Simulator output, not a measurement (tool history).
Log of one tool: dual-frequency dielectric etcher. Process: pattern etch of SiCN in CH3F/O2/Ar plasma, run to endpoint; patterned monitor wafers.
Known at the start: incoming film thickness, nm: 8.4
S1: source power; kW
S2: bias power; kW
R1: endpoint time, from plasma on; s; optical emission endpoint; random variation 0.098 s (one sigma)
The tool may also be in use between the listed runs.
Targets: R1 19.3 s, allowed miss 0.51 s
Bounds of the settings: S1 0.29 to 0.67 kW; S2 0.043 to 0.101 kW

Run 1, hour 0: S1 0.48 kW, S2 0.072 kW. Result: R1 22.538 s.
Run 2, hour 0.7: S1 0.45 kW, S2 0.072 kW. Result: R1 22.978 s.
Run 3, hour 5.5: S1 0.53 kW, S2 0.072 kW. Result: R1 21.561 s.
Run 4, hour 12.7: S1 0.55 kW, S2 0.073 kW. Result: R1 21.215 s.
Run 5, hour 13.9: S1 0.57 kW, S2 0.074 kW. Result: R1 21.168 s.
Run 6, hour 21.6: S1 0.57 kW, S2 0.069 kW. Result: R1 21.642 s.
Run 7, hour 26.4: S1 0.58 kW, S2 0.071 kW. Result: R1 21.126 s.
Run 8, hour 33.3: S1 0.59 kW, S2 0.073 kW. Result: R1 20.907 s.
Run 9, hour 39.1: S1 0.59 kW, S2 0.073 kW. Result: R1 20.804 s.
Run 10, hour 41.2: S1 0.6 kW, S2 0.074 kW. Result: R1 20.563 s.
Run 11, hour 47.9: S1 0.61 kW, S2 0.075 kW. Result: R1 20.184 s.
Run 12, hour 50.8: S1 0.62 kW, S2 0.075 kW. Result: R1 20.255 s.
Run 13, hour 59.1: S1 0.63 kW, S2 0.076 kW. Result: R1 19.938 s.
Run 14, hour 67.1: S1 0.64 kW, S2 0.076 kW. Result: R1 19.868 s.

5 next moves are on the table. One of them brings every result within its allowed miss. Which?
Run A, hour 75.1: S1 0.65 kW, S2 0.07 kW. Result: R1 ?.
Run B, hour 75.1: S1 0.59 kW, S2 0.073 kW. Result: R1 ?.
Run C, hour 75.1: S1 0.62 kW, S2 0.074 kW. Result: R1 ?.
Run D, hour 75.1: S1 0.62 kW, S2 0.072 kW. Result: R1 ?.
Run E, hour 75.1: S1 0.67 kW, S2 0.078 kW. Result: R1 ?.

move      R1
   A  20.402
   B  20.734
   C  20.267
   D  20.499
   E  19.303
A: further off than the last run
B: further off than the last run
C: further off than the last run
D: further off than the last run
E: meets every target
The right move is E.
